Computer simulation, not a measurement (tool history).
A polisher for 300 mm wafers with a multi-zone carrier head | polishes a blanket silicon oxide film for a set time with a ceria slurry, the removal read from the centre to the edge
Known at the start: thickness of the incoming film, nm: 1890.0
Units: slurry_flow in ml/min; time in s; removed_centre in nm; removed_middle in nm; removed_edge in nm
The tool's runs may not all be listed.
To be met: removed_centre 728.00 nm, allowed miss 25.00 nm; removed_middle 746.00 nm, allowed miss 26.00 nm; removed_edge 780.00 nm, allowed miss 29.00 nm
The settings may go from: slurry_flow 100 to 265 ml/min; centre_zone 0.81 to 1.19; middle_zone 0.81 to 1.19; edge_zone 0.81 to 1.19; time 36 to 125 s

run,day,slurry_flow,centre_zone,middle_zone,edge_zone,time,removed_centre,removed_middle,removed_edge
1,0.000,170,1.00,1.00,1.00,80,565.44,570.40,626.02
2,0.342,180,1.02,1.03,1.03,83,607.91,604.09,636.14
3,0.408,180,1.02,0.97,1.03,83,603.59,579.97,638.76
4,0.475,180,1.02,0.91,1.03,83,602.68,560.41,644.03
5,0.508,180,1.01,0.94,1.02,87,629.89,584.24,680.68
6,0.571,185,1.01,0.98,1.03,90,644.01,626.32,698.24
7,0.704,185,1.01,1.00,1.03,93,669.21,658.59,725.32
8,0.892,190,1.01,1.02,1.03,95,685.68,683.07,740.32
9,1.008,195,1.01,1.03,1.03,96,698.36,691.04,738.67
10,1.338,195,1.01,1.04,1.03,97,696.76,712.03,767.58

Which of these 4 next moves meets every target?
A,1.667,175,1.05,1.11,1.10,99,?,?,?
B,1.667,170,0.91,1.12,1.03,97,?,?,?
C,1.667,145,0.96,1.03,1.12,96,?,?,?
D,1.667,235,1.18,1.08,1.18,86,?,?,?

move,removed_centre,removed_middle,removed_edge
A,736.56,755.13,789.68
B,621.53,741.73,750.19
C,628.82,673.21,754.40
D,753.32,669.88,729.21
A: meets every target
B: brings the result that was furthest off to its target, and leaves another outside
C: further off than the last run
D: further off than the last run
The right move is A.
